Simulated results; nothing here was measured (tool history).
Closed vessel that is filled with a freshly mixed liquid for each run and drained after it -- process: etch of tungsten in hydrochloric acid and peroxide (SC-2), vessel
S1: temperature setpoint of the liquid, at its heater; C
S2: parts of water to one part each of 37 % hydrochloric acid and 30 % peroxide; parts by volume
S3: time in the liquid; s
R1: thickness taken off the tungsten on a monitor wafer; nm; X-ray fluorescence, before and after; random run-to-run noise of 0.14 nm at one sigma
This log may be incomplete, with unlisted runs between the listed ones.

run    day    S1   S2  S3      R1
  1      0    48  5.5  90  29.664
  2  0.296  46.5  5.5  90  27.266
  3  0.654    45  5.5  90  24.609
  4  0.896    45    4  90  30.518
  5  1.042    45    4  90  30.629
  6  1.196    45    4  90  30.675
  7  1.512  43.5    4  90  27.448
  8   1.75    42    4  90   24.94
  9  1.925    41    4  90  23.203

For run 10, what comes out?
 10  2.279  40   4  90   ?

R1: 21.489 nm
